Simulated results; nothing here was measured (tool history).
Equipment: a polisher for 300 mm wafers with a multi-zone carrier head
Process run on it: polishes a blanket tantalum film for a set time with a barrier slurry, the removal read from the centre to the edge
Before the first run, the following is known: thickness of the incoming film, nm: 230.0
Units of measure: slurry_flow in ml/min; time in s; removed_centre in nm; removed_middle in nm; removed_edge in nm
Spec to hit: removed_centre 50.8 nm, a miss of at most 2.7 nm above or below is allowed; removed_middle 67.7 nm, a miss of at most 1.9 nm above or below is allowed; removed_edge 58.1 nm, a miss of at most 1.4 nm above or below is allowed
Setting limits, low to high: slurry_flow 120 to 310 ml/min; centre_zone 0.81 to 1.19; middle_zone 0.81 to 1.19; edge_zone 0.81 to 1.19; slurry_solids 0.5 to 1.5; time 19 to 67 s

run,hour,slurry_flow,centre_zone,middle_zone,edge_zone,slurry_solids,time,removed_centre,removed_middle,removed_edge
1,0,200,1,1,1,1,43,65.48,66.49,67.931
2,3,155,1,1,1,1,43,62.982,64.347,66
3,4,155,1.06,1,1,1,43,65.776,63.595,66.015
4,5.1,150,1,1.03,0.97,0.95,43,62.853,64.743,63.948
5,10.7,125,1,1.03,0.97,0.95,43,59.782,62.501,63.056
6,17.5,125,1,1.07,0.97,0.95,43,59.271,64.252,61.897
7,26.3,125,0.97,1.1,0.97,0.95,43,56.972,65.562,62.479
8,32.4,125,0.95,1.12,0.95,0.95,43,58.016,66.367,61.612
9,36.1,125,0.91,1.14,0.94,0.9,43,53.297,68.005,59.712
10,41.6,125,0.9,1.14,0.94,0.9,43,52.501,67.223,60.354

Below are 5 possible settings for the next run. Only one of them brings all results inside the allowed miss of their targets. Which is it?
A,47.1,160,0.83,1.19,1.03,0.7,42,?,?,?
B,47.1,120,0.86,1.12,0.83,0.95,43,?,?,?
C,47.1,135,0.82,1.06,0.97,1,44,?,?,?
D,47.1,120,0.84,1.08,1.01,0.85,46,?,?,?
E,47.1,125,0.81,1.09,1.06,0.85,45,?,?,?

move,removed_centre,removed_middle,removed_edge
A,46.663,66.689,59.323
B,50.809,66.926,57.652
C,51.277,67.461,65.002
D,51.625,67.508,65.619
E,49.074,67.036,66.019
A: puts the biggest miss on target and leaves a different result outside tolerance
B: all results in spec
C: lands further from the targets than the last run did
D: lands further from the targets than the last run did
E: lands further from the targets than the last run did
Answer: B

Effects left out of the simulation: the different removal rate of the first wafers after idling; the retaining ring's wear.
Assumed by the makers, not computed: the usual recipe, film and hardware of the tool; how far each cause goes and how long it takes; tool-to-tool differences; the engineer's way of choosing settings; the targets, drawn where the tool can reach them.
